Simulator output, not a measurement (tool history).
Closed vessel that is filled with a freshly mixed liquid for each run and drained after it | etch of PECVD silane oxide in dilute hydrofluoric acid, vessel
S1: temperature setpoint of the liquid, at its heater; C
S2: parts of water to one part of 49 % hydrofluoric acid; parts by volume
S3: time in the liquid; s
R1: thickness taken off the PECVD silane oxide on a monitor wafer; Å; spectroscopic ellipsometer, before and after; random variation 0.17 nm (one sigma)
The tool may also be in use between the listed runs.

run  hour    S1   S2  S3       R1
  1   0.0  25.0  100  40   95.706
  2   2.9  26.5  100  40  102.520
  3   5.3  26.5  110  40   91.299
  4   6.7  28.0  100  40  107.360
  5   9.7  29.0   90  40  126.890
  6  18.1  29.0  120  40   90.644

Forecast run 7:
  7  19.0  30.0  105  40   ?

R1: 107.880 Å
